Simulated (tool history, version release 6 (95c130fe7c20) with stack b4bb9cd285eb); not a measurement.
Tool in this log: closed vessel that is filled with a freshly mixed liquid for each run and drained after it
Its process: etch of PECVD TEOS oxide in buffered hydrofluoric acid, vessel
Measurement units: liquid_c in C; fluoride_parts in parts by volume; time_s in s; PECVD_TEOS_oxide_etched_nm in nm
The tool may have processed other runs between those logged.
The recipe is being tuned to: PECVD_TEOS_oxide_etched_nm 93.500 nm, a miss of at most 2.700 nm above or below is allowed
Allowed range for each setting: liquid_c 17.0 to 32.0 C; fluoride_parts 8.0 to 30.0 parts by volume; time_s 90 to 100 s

run,day,liquid_c,fluoride_parts,time_s,PECVD_TEOS_oxide_etched_nm
1,0.000,25.0,22.5,90,72.305
2,0.254,25.0,18.0,90,86.883
3,0.504,25.5,18.0,90,88.628
4,0.792,25.5,14.5,90,109.290
5,0.896,27.5,14.5,90,122.480
6,1.129,26.5,14.5,90,115.950
7,1.167,25.5,14.5,90,109.780
8,1.283,24.5,14.5,90,103.010
9,1.608,24.0,14.5,90,99.041

Exercise: of the 5 proposed moves below, exactly one satisfies all targets within the stated allowed misses. Which move is it?
A,1.933,20.5,14.5,100,?
B,1.933,23.5,14.5,90,?
C,1.933,27.5,19.5,100,?
D,1.933,20.0,11.5,90,?
E,1.933,25.0,15.5,90,?

move,PECVD_TEOS_oxide_etched_nm
A,92.505
B,98.287
C,101.330
D,101.610
E,99.900
A: hits every target within its allowed miss
B: better than the last run, though not everything is in spec
C: lands further from the targets than the last run did
D: lands further from the targets than the last run did
E: lands further from the targets than the last run did
Go with A: it meets all targets.

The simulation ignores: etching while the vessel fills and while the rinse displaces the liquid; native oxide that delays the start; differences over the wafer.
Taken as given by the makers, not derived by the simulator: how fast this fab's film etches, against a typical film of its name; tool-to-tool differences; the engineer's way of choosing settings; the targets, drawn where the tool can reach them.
